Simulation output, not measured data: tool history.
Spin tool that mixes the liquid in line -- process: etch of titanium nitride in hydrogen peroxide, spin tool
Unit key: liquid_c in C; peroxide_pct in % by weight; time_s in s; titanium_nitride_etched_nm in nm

run  hour  liquid_c  peroxide_pct  time_s  titanium_nitride_etched_nm
  1     0        47          23.5     270                      18.239
  2   1.2        49          23.5     270                      21.087
  3   8.1        49          23.5     290                      22.811
  4   9.1        50          23.5     290                      24.378
  5  12.2        51          23.5     290                      26.212
  6  14.8        51          23.5     290                      26.073
  7  23.5        52          23.5     290                      27.962

Run 8, settings as shown, results not yet in. Your forecast:
  8  25.1      52.5          23.5     290                           ?

titanium_nitride_etched_nm: 29.334 nm

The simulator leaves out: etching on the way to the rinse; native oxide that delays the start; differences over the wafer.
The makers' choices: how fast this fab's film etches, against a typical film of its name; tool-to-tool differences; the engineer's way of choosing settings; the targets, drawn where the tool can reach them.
